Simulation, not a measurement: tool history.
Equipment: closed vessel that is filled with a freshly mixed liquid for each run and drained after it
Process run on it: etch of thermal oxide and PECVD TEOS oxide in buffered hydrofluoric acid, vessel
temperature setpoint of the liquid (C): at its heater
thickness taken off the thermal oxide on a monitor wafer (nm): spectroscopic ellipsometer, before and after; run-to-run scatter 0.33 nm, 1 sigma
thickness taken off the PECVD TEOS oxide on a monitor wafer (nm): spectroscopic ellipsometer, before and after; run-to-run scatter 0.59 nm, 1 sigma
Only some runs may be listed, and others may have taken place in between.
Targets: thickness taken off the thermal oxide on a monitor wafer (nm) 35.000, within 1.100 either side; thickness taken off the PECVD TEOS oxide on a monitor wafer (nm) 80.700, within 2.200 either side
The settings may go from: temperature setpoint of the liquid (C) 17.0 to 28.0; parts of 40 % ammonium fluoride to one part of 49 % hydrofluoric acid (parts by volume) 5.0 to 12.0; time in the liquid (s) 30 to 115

| run | day | temperature setpoint of the liquid (C) | parts of 40 % ammonium fluoride to one part of 49 % hydrofluoric acid (parts by volume) | time in the liquid (s) | thickness taken off the thermal oxide on a monitor wafer (nm) | thickness taken off the PECVD TEOS oxide on a monitor wafer (nm) |
|---|---|---|---|---|---|---|
| 1 | 0.000 | 20.0 | 7.0 | 60 | 81.015 | 186.600 |
| 2 | 0.046 | 19.0 | 8.5 | 60 | 63.274 | 144.200 |
| 3 | 0.350 | 19.0 | 7.0 | 60 | 75.963 | 178.320 |
| 4 | 0.400 | 22.0 | 7.0 | 60 | 90.750 | 210.080 |
| 5 | 0.454 | 22.0 | 8.0 | 60 | 78.864 | 179.150 |
| 6 | 0.746 | 20.5 | 9.0 | 60 | 64.167 | 146.090 |
| 7 | 0.829 | 19.5 | 10.0 | 60 | 55.990 | 129.420 |
| 8 | 1.179 | 19.0 | 10.5 | 55 | 48.406 | 110.640 |
| 9 | 1.292 | 18.5 | 11.0 | 55 | 44.258 | 102.700 |
| 10 | 1.342 | 18.0 | 11.5 | 55 | 41.689 | 95.375 |
| 11 | 1.438 | 17.5 | 11.5 | 55 | 39.449 | 92.570 |

Pick the move, out of 4, that brings all results within their allowed miss; only one does.
| A | 1.533 | 21.0 | 12.0 | 50 | ? | ? |
| B | 1.533 | 20.5 | 10.5 | 40 | ? | ? |
| C | 1.533 | 24.0 | 12.0 | 35 | ? | ? |
| D | 1.533 | 17.0 | 12.0 | 55 | ? | ? |

| move | thickness taken off the thermal oxide on a monitor wafer (nm) | thickness taken off the PECVD TEOS oxide on a monitor wafer (nm) |
|---|---|---|
| A | 42.950 | 98.532 |
| B | 38.068 | 87.333 |
| C | 35.469 | 81.370 |
| D | 37.704 | 86.497 |
A: moves away from the targets compared with the last run
B: nearer the targets than the last run, but a result is still out of spec
C: every result within its allowed miss
D: nearer the targets than the last run, but a result is still out of spec
C is the move that brings every result within its allowed miss.
